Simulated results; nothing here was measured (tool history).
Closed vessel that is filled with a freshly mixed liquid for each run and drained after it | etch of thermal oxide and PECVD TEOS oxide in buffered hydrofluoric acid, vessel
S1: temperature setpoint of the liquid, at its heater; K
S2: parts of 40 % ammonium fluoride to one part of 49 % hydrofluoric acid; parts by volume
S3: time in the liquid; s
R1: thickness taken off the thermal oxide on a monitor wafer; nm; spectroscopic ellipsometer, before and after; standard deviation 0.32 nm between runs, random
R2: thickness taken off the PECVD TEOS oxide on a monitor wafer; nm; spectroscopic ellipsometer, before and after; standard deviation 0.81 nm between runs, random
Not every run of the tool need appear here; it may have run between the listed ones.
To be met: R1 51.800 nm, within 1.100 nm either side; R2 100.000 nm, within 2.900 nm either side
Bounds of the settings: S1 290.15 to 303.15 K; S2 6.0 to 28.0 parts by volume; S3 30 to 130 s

run  hour      S1    S2  S3      R1       R2
  1   0.0  295.15  17.0  65  38.014   73.916
  2   2.5  295.15  13.5  65  48.000   92.420
  3   4.1  295.15   9.0  65  68.191  132.380
  4   7.9  293.65   9.0  65  63.587  121.820
  5  16.4  292.15   9.0  65  57.496  112.660
  6  21.0  291.65   9.0  65  56.449  109.750
  7  26.7  291.15   9.0  65  54.958  104.500
  8  27.9  290.65   9.0  65  53.433  102.330

Which single option among these 4 for the next run brings every result within its allowed miss of target? Just one does.
  A  29.1  294.65   8.5  50   ?   ?
  B  29.1  291.65  10.5  70   ?   ?
  C  29.1  290.15   9.0  65   ?   ?
  D  29.1  296.15  10.5  55   ?   ?

move      R1       R2
   A  54.571  104.870
   B  54.169  104.090
   C  51.762   99.468
   D  54.689  105.090
A: misses by more than the last run did
B: misses by more than the last run did
C: all results in spec
D: misses by more than the last run did
Go with C: it meets all targets.
